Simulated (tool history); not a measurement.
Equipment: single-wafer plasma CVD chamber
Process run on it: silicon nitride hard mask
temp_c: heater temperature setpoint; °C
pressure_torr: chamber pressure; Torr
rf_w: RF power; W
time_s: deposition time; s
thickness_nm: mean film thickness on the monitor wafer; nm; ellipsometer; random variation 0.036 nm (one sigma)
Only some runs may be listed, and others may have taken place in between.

run	hour	temp_c	pressure_torr	rf_w	time_s	thickness_nm
1	0	390	1.21	335	16.1	16.663
2	6	381	1.21	335	16.1	16.715
3	9.7	371	1.21	335	16.1	16.759
4	15.9	371	1.27	335	16.1	17.051
5	22.2	371	1.43	335	16.1	17.57
6	30	371	1.45	335	16.1	17.577

Run 7 has not been measured yet. What should we expect?
7	36.4	371	1.47	335	16.1	?

Run 7 yielded thickness_nm 17.618 nm.

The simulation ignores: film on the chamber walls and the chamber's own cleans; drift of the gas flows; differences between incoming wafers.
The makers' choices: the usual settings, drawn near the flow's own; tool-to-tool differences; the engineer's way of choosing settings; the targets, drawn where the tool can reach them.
